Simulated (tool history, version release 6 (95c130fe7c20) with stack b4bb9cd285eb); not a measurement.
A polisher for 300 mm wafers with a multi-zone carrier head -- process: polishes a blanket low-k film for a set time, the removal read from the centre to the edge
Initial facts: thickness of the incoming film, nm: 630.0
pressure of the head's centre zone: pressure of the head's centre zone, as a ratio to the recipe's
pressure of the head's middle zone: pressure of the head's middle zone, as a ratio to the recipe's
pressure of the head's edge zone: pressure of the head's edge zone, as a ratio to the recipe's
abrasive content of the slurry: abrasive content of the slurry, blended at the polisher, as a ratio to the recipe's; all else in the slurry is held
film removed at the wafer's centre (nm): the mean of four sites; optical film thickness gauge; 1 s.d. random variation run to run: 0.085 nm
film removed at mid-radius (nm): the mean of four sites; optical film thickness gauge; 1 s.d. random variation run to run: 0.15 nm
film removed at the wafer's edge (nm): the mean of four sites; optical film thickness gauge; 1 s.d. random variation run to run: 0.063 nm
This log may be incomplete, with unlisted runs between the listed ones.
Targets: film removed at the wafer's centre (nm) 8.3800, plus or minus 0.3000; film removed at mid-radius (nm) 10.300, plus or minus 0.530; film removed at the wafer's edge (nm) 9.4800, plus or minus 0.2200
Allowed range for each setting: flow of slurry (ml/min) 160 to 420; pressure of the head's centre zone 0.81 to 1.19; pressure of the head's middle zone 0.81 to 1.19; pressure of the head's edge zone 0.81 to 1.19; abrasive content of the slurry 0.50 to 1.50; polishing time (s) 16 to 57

| run | day | flow of slurry (ml/min) | pressure of the head's centre zone | pressure of the head's middle zone | pressure of the head's edge zone | abrasive content of the slurry | polishing time (s) | film removed at the wafer's centre (nm) | film removed at mid-radius (nm) | film removed at the wafer's edge (nm) |
|---|---|---|---|---|---|---|---|---|---|---|
| 1 | 0.000 | 270 | 1.00 | 1.00 | 1.00 | 1.00 | 36 | 21.5870 | 21.043 | 21.9210 |
| 2 | 0.154 | 260 | 0.96 | 1.01 | 0.96 | 0.90 | 31 | 16.5800 | 17.012 | 17.5720 |
| 3 | 0.496 | 255 | 0.94 | 1.04 | 0.93 | 0.80 | 28 | 13.6750 | 15.050 | 14.8010 |
| 4 | 0.571 | 250 | 0.93 | 1.04 | 0.90 | 0.75 | 26 | 12.4180 | 13.464 | 12.8280 |
| 5 | 0.938 | 240 | 0.90 | 1.04 | 0.89 | 0.70 | 25 | 11.0380 | 12.525 | 11.8150 |
| 6 | 1.292 | 305 | 0.90 | 1.04 | 0.89 | 0.70 | 25 | 10.9460 | 12.842 | 11.8740 |
| 7 | 1.525 | 305 | 0.88 | 1.03 | 0.87 | 0.65 | 25 | 10.3830 | 12.381 | 11.3600 |
| 8 | 1.842 | 305 | 0.86 | 1.02 | 0.86 | 0.60 | 25 | 9.6806 | 11.312 | 10.7710 |
| 9 | 1.992 | 305 | 0.85 | 1.02 | 0.85 | 0.60 | 25 | 9.5495 | 11.328 | 10.8220 |
| 10 | 2.096 | 305 | 0.85 | 1.02 | 0.84 | 0.60 | 25 | 9.4825 | 11.350 | 10.6210 |
| 11 | 2.133 | 305 | 0.84 | 1.02 | 0.83 | 0.60 | 25 | 9.2963 | 11.706 | 10.5000 |
| 12 | 2.188 | 305 | 0.84 | 1.02 | 0.83 | 0.60 | 25 | 9.4064 | 11.310 | 10.6010 |

Next run, 5 choices. One meets every target within its allowed miss, the rest don't. Which?
| A | 2.242 | 295 | 0.86 | 1.07 | 0.81 | 0.70 | 20 | ? | ? | ? |
| B | 2.242 | 350 | 0.84 | 1.15 | 0.85 | 0.70 | 20 | ? | ? | ? |
| C | 2.242 | 320 | 0.81 | 1.07 | 0.81 | 0.50 | 24 | ? | ? | ? |
| D | 2.242 | 350 | 0.87 | 1.09 | 0.81 | 0.65 | 20 | ? | ? | ? |
| E | 2.242 | 340 | 0.82 | 1.02 | 0.81 | 0.80 | 19 | ? | ? | ? |

| move | film removed at the wafer's centre (nm) | film removed at mid-radius (nm) | film removed at the wafer's edge (nm) |
|---|---|---|---|
| A | 8.4958 | 10.304 | 9.1690 |
| B | 8.3990 | 11.078 | 9.4316 |
| C | 7.8173 | 10.069 | 8.9466 |
| D | 8.3285 | 10.130 | 8.8481 |
| E | 8.3621 | 10.213 | 9.4498 |
A: carries the result that was furthest off beyond its target, to the other side
B: gets the furthest-off result to its target, but another result is out of tolerance
C: carries the result that was furthest off beyond its target, to the other side
D: carries the result that was furthest off beyond its target, to the other side
E: meets every target
So the answer is move E, the one that meets all the targets.

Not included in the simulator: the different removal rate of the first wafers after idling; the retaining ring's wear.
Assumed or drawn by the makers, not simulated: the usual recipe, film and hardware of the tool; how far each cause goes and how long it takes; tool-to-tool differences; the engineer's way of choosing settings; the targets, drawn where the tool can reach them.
